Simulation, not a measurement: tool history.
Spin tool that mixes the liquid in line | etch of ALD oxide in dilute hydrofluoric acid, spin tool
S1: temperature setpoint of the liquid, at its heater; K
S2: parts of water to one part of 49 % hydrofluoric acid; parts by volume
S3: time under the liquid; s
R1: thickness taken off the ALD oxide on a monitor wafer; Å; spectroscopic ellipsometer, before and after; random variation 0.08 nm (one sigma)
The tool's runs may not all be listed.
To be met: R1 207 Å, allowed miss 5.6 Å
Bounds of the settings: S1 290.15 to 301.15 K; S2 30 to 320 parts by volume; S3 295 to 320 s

run	hour	S1	S2	S3	R1
1	0	293.15	175	295	248.05
2	8.8	293.15	175	295	249.96
3	12.5	293.15	175	320	270.58
4	16	293.15	175	320	267.42
5	21.3	292.15	180	320	251.82
6	29.9	290.15	180	320	232.68
7	38.7	290.15	185	320	224.6
8	40.6	290.15	190	320	218.35

Which of these 5 next moves meets every target?
A	42.5	290.65	195	320	?
B	42.5	290.15	185	295	?
C	42.5	290.15	195	295	?
D	42.5	291.15	175	310	?
E	42.5	290.65	210	315	?

move	R1
A	215.69
B	207.36
C	194.91
D	242.06
E	194.44
A: nearer than the last run, and not there yet
B: meets every target
C: takes the result that was furthest off past its target
D: further off than the last run
E: takes the result that was furthest off past its target
The right move is B.

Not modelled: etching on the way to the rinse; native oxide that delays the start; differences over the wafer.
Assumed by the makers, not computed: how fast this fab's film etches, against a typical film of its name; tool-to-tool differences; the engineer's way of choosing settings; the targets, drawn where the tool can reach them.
